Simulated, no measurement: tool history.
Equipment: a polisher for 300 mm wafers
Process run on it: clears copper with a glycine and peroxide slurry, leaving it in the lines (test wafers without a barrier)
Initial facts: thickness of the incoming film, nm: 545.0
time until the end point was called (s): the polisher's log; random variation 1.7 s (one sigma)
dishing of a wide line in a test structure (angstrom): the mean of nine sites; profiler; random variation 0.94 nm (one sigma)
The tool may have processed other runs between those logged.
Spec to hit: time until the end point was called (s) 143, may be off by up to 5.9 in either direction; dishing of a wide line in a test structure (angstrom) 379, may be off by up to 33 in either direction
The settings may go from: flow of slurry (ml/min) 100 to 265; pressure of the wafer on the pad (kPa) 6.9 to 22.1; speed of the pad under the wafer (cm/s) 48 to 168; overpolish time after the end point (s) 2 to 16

run    day  flow of slurry (ml/min)  pressure of the wafer on the pad (kPa)  speed of the pad under the wafer (cm/s)  overpolish time after the end point (s)  time until the end point was called (s)  dishing of a wide line in a test structure (angstrom)
  1      0                      170                                    14.5                                      108                                        8                                   95.376                                                 366.93
  2  0.158                      170                                    13.8                                      108                                        9                                   99.466                                                  407.8
  3  0.371                      170                                    13.1                                      108                                        9                                   102.73                                                 380.61
  4  0.671                      170                                    12.4                                      108                                        9                                   109.95                                                 373.71
  5  0.879                      170                                    11.7                                      108                                        9                                   111.58                                                 357.06
  6  0.917                      145                                    11.7                                      108                                        9                                   118.09                                                 360.32
  7  1.242                      140                                    11.7                                      108                                        9                                   115.07                                                 364.09
  8  1.542                      140                                      11                                      108                                        9                                   123.12                                                  333.4
  9   1.75                      135                                      11                                      108                                        9                                   122.24                                                 337.42
 10  2.029                      130                                     9.7                                      106                                       10                                   138.85                                                 328.22

Exactly one of the 5 candidate moves below puts every result within its allowed miss. Which one?
  A  2.308                      105                                     7.6                                      122                                       10                                        ?                                                      ?
  B  2.308                      145                                      11                                       94                                       11                                        ?                                                      ?
  C  2.308                      105                                      11                                      112                                       11                                        ?                                                      ?
  D  2.308                      135                                     9.7                                       98                                       12                                        ?                                                      ?
  E  2.308                      110                                     9.7                                      110                                       16                                        ?                                                      ?

move  time until the end point was called (s)  dishing of a wide line in a test structure (angstrom)
   A                                   164.07                                                  268.5
   B                                   133.81                                                 357.48
   C                                   131.11                                                 363.04
   D                                   146.27                                                 355.37
   E                                    144.4                                                 462.61
A: the biggest miss grows against the last run
B: brings the last run's worst result on target, with another outside its allowed miss
C: brings the last run's worst result on target, with another outside its allowed miss
D: every result within its allowed miss
E: pushes the last run's worst result past its target
D meets every target.
